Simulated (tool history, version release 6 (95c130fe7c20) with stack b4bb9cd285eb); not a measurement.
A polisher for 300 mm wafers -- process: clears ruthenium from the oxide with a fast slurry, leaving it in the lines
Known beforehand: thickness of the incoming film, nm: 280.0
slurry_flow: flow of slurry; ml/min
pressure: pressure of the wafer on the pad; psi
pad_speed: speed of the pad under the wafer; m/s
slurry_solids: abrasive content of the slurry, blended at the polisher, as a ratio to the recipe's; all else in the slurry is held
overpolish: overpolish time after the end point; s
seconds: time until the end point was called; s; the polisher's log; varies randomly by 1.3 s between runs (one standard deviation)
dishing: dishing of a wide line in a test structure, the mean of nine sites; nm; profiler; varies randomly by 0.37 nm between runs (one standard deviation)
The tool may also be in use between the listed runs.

| run | hour | slurry_flow | pressure | pad_speed | slurry_solids | overpolish | seconds | dishing |
|---|---|---|---|---|---|---|---|---|
| 1 | 0 | 220 | 1.9 | 1.16 | 1 | 20 | 86.265 | 52.471 |
| 2 | 1.5 | 220 | 2.2 | 1.16 | 1 | 20 | 72.998 | 58.979 |
| 3 | 6.9 | 220 | 2.3 | 1.04 | 0.95 | 17 | 82.47 | 48.063 |
| 4 | 11.3 | 220 | 2.3 | 1.04 | 0.75 | 17 | 91.725 | 43.075 |
| 5 | 20.3 | 205 | 2.3 | 1.08 | 0.7 | 15 | 92.133 | 39.138 |
| 6 | 26.3 | 205 | 2.3 | 1.08 | 0.6 | 15 | 98.258 | 35.065 |
| 7 | 34.6 | 190 | 2.2 | 1.22 | 0.6 | 13 | 95.055 | 33.435 |
| 8 | 37.2 | 180 | 2.1 | 1.32 | 0.6 | 12 | 90.915 | 30.362 |
| 9 | 40.8 | 130 | 1.5 | 1.64 | 0.6 | 6 | 107.37 | 13.863 |
| 10 | 45.1 | 135 | 1.6 | 1.66 | 0.6 | 6 | 100.54 | 15.037 |
| 11 | 48.2 | 135 | 1.7 | 1.68 | 0.6 | 6 | 92.666 | 15.881 |
| 12 | 55.7 | 140 | 1.7 | 1.7 | 0.6 | 6 | 89.646 | 16.677 |

Run 13 comes next. What will it give?
| 13 | 59.6 | 145 | 1.7 | 1.72 | 0.6 | 6 | ? | ? |

{"run 13": {"seconds": 88.046, "dishing": 17.109}}
